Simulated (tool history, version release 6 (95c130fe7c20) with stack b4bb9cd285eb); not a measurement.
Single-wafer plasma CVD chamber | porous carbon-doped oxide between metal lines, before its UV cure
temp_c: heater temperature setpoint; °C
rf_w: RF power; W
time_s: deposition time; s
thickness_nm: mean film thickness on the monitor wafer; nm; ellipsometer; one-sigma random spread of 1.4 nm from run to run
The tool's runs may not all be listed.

run,hour,temp_c,rf_w,time_s,thickness_nm
1,0.0,305,595,49.8,287.96
2,3.3,310,595,49.8,281.51
3,12.1,306,595,49.8,287.34
4,20.8,310,585,49.8,283.21
5,22.2,306,585,49.8,283.28
6,31.0,295,585,49.8,300.14

Estimate the outcome of run 7 from the log above:
7,31.9,301,570,49.8,?

{"run 7": {"thickness_nm": 288.09}}
